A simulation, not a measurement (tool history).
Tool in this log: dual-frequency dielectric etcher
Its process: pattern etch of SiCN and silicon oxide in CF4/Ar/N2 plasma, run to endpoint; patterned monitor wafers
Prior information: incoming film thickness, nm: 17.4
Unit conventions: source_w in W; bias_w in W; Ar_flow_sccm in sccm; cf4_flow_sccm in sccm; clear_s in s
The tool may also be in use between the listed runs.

run,hour,source_w,bias_w,Ar_flow_sccm,cf4_flow_sccm,clear_s
1,0.0,580,72,137,73,16.242
2,5.5,620,73,136,73,15.526
3,6.1,620,64,136,73,16.349
4,11.6,620,58,136,73,16.979
5,17.2,670,59,135,73,15.536
6,19.4,700,60,135,73,15.055
7,27.3,730,61,135,73,14.772

Predict the results of run 8:
8,31.1,730,61,135,73,?

{"run 8": {"clear_s": 14.674}}
